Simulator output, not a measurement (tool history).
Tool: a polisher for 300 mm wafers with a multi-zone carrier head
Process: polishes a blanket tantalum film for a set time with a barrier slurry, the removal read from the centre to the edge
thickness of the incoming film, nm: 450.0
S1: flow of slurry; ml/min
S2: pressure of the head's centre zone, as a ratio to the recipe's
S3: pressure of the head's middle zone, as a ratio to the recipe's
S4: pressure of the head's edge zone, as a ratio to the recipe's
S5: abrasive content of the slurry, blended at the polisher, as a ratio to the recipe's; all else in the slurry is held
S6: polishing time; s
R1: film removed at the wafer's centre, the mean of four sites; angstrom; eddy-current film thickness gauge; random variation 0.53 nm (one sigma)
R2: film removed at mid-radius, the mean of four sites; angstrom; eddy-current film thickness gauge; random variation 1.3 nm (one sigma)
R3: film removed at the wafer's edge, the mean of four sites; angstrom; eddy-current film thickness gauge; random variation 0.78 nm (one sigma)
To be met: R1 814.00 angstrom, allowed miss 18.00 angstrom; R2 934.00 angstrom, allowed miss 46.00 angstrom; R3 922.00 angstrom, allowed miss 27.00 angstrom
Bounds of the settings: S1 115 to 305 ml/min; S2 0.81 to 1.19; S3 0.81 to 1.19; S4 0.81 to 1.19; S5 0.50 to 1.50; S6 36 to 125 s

run 1 hour=0.0 | S1=195 S2=1.00 S3=1.00 S4=1.00 S5=1.00 S6=80 | R1=1081.40 R2=1088.20 R3=1085.10
run 2 hour=1.6 | S1=195 S2=1.00 S3=1.00 S4=1.00 S5=0.90 S6=80 | R1=1031.60 R2=1029.40 R3=1044.80
run 3 hour=9.2 | S1=195 S2=1.00 S3=1.00 S4=1.00 S5=0.70 S6=80 | R1=920.07 R2=901.85 R3=935.47
run 4 hour=17.5 | S1=195 S2=1.00 S3=1.00 S4=1.00 S5=0.90 S6=80 | R1=1027.50 R2=1013.70 R3=1026.90
run 5 hour=24.5 | S1=185 S2=0.97 S3=1.00 S4=0.98 S5=0.90 S6=80 | R1=979.63 R2=1028.10 R3=1029.40
run 6 hour=27.0 | S1=180 S2=0.96 S3=0.99 S4=0.96 S5=0.90 S6=80 | R1=975.70 R2=1045.00 R3=987.98
run 7 hour=29.5 | S1=175 S2=0.94 S3=0.97 S4=0.96 S5=0.90 S6=80 | R1=954.71 R2=978.87 R3=991.11
run 8 hour=38.4 | S1=175 S2=0.94 S3=0.97 S4=0.96 S5=0.90 S6=80 | R1=953.06 R2=993.98 R3=1002.00
run 9 hour=44.6 | S1=170 S2=0.92 S3=0.97 S4=0.95 S5=0.90 S6=80 | R1=929.63 R2=968.26 R3=996.07
run 10 hour=51.6 | S1=165 S2=0.91 S3=0.97 S4=0.94 S5=0.90 S6=80 | R1=923.66 R2=993.89 R3=990.82
run 11 hour=59.1 | S1=140 S2=0.82 S3=0.91 S4=0.89 S5=0.75 S6=80 | R1=731.28 R2=857.40 R3=884.18
run 12 hour=64.6 | S1=140 S2=0.82 S3=0.91 S4=0.89 S5=0.75 S6=80 | R1=743.73 R2=877.71 R3=881.10
run 13 hour=70.6 | S1=150 S2=0.82 S3=0.91 S4=0.89 S5=0.75 S6=80 | R1=739.81 R2=870.01 R3=883.28
run 14 hour=76.3 | S1=160 S2=0.83 S3=0.92 S4=0.90 S5=0.75 S6=80 | R1=767.65 R2=874.36 R3=878.54
run 15 hour=77.6 | S1=160 S2=0.83 S3=0.93 S4=0.91 S5=0.75 S6=80 | R1=760.43 R2=859.24 R3=897.61
run 16 hour=85.7 | S1=160 S2=0.84 S3=0.94 S4=0.91 S5=0.75 S6=80 | R1=774.05 R2=888.47 R3=891.00
run 17 hour=92.5 | S1=160 S2=0.84 S3=0.95 S4=0.92 S5=0.75 S6=80 | R1=774.24 R2=887.68 R3=895.99
run 18 hour=99.7 | S1=160 S2=0.84 S3=0.95 S4=0.92 S5=0.75 S6=80 | R1=773.31 R2=897.40 R3=906.46
run 19 hour=103.8 | S1=165 S2=0.84 S3=0.96 S4=0.92 S5=0.75 S6=80 | R1=783.43 R2=888.14 R3=895.57
run 20 hour=107.0 | S1=190 S2=0.84 S3=1.01 S4=0.96 S5=0.80 S6=80 | R1=825.76 R2=992.52 R3=970.52
run 21 hour=115.5 | S1=185 S2=0.84 S3=1.00 S4=0.95 S5=0.80 S6=80 | R1=813.48 R2=959.78 R3=955.38

Which of these 5 next moves meets every target?
run A hour=124.0 | S1=180 S2=0.92 S3=0.95 S4=1.04 S5=0.65 S6=76 | R1=? R2=? R3=?
run B hour=124.0 | S1=145 S2=0.91 S3=0.88 S4=0.99 S5=0.85 S6=75 | R1=? R2=? R3=?
run C hour=124.0 | S1=175 S2=0.88 S3=1.00 S4=0.97 S5=0.70 S6=82 | R1=? R2=? R3=?
run D hour=124.0 | S1=165 S2=0.85 S3=1.01 S4=0.98 S5=0.85 S6=75 | R1=? R2=? R3=?
run E hour=124.0 | S1=170 S2=0.84 S3=1.05 S4=0.82 S5=1.20 S6=72 | R1=? R2=? R3=?

move=A R1=762.91 R2=810.39 R3=853.33
move=B R1=824.67 R2=834.37 R3=921.85
move=C R1=817.41 R2=948.46 R3=924.77
move=D R1=785.36 R2=952.60 R3=927.14
move=E R1=844.74 R2=1071.20 R3=927.97
A: takes the result that was furthest off past its target
B: brings the result that was furthest off to its target, and leaves another outside
C: meets every target
D: brings the result that was furthest off to its target, and leaves another outside
E: brings the result that was furthest off to its target, and leaves another outside
Answer: C

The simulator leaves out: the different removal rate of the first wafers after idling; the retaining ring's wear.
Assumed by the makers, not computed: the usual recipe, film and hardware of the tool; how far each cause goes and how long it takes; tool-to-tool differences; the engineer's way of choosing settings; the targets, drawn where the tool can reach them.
